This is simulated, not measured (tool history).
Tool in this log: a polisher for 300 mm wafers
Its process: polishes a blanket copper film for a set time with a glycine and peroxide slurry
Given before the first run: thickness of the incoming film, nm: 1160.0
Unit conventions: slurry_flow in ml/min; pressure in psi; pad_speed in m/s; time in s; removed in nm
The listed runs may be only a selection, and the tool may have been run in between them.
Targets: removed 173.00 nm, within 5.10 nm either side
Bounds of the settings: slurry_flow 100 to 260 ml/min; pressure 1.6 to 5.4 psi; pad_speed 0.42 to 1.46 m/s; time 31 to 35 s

run,hour,slurry_flow,pressure,pad_speed,time,removed
1,0.0,165,3.5,0.94,35,221.07
2,1.3,165,3.5,1.16,35,254.71
3,4.2,150,3.5,1.16,35,252.85
4,5.6,150,2.8,1.16,35,206.67
5,14.5,145,2.6,1.16,35,191.33
6,20.7,165,2.6,1.16,35,198.08
7,28.8,155,2.5,1.16,35,189.87
8,32.7,145,2.4,1.16,35,181.48
9,35.9,140,2.4,1.16,35,180.14
10,38.4,135,2.4,1.16,35,178.23

Of the 5 settings listed for the next run, only one would bring every result within its allowed miss of target. Which one?
A,40.9,120,2.5,1.24,35,?
B,40.9,150,2.4,1.16,35,?
C,40.9,145,2.4,1.18,35,?
D,40.9,100,3.4,1.00,33,?
E,40.9,130,2.1,1.36,34,?

move,removed
A,189.14
B,183.02
C,184.04
D,187.86
E,173.39
A: further off than the last run
B: further off than the last run
C: further off than the last run
D: further off than the last run
E: hits every target within its allowed miss
Go with E: it meets all targets.
